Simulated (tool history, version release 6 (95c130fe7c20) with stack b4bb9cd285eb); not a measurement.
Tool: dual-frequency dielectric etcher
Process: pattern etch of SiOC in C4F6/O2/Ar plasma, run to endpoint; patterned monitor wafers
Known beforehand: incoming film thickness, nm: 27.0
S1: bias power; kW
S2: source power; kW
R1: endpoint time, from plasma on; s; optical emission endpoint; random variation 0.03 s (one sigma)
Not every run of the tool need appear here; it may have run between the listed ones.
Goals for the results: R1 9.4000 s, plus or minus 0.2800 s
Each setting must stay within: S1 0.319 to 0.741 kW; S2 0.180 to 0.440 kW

{"run": 1, "day": 0.0, "S1": 0.53, "S2": 0.31, "R1": 10.802}
{"run": 2, "day": 0.338, "S1": 0.53, "S2": 0.25, "R1": 11.917}
{"run": 3, "day": 0.45, "S1": 0.53, "S2": 0.22, "R1": 12.554}
{"run": 4, "day": 0.692, "S1": 0.53, "S2": 0.19, "R1": 13.653}
{"run": 5, "day": 0.925, "S1": 0.455, "S2": 0.19, "R1": 14.509}
{"run": 6, "day": 1.088, "S1": 0.421, "S2": 0.19, "R1": 14.879}
{"run": 7, "day": 1.354, "S1": 0.485, "S2": 0.22, "R1": 13.075}
{"run": 8, "day": 1.504, "S1": 0.533, "S2": 0.24, "R1": 12.06}
{"run": 9, "day": 1.633, "S1": 0.575, "S2": 0.25, "R1": 11.526}
{"run": 10, "day": 1.767, "S1": 0.607, "S2": 0.26, "R1": 11.01}

4 candidate next runs follow, results not yet known. Just one meets every target within its allowed miss. Identify it.
{"run": "A", "day": 1.9, "S1": 0.537, "S2": 0.2, "R1": "?"}
{"run": "B", "day": 1.9, "S1": 0.643, "S2": 0.2, "R1": "?"}
{"run": "C", "day": 1.9, "S1": 0.663, "S2": 0.19, "R1": "?"}
{"run": "D", "day": 1.9, "S1": 0.66, "S2": 0.34, "R1": "?"}

move=A R1=13.1530
move=B R1=12.2280
move=C R1=12.3930
move=D R1=9.4616
A: further off than the last run
B: further off than the last run
C: further off than the last run
D: every result within its allowed miss
Answer: D
